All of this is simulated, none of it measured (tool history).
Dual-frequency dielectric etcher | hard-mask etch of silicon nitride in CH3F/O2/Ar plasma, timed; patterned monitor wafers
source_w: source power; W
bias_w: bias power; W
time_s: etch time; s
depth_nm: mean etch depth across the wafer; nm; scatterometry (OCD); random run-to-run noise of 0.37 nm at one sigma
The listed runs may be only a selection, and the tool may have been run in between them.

run  hour  source_w  bias_w  time_s  depth_nm
  1   0.0       280      94     127    81.757
  2   5.8       310      96     127    84.639
  3  11.8       310      96     127    85.520
  4  12.4       330      98     127    87.440
  5  16.8       290      98     127    84.515
  6  21.4       310     101     127    86.640
  7  24.1       330     103     127    89.781

What will run 8 give?
  8  25.4       340     104     127         ?

{"run 8": {"depth_nm": 90.415}}
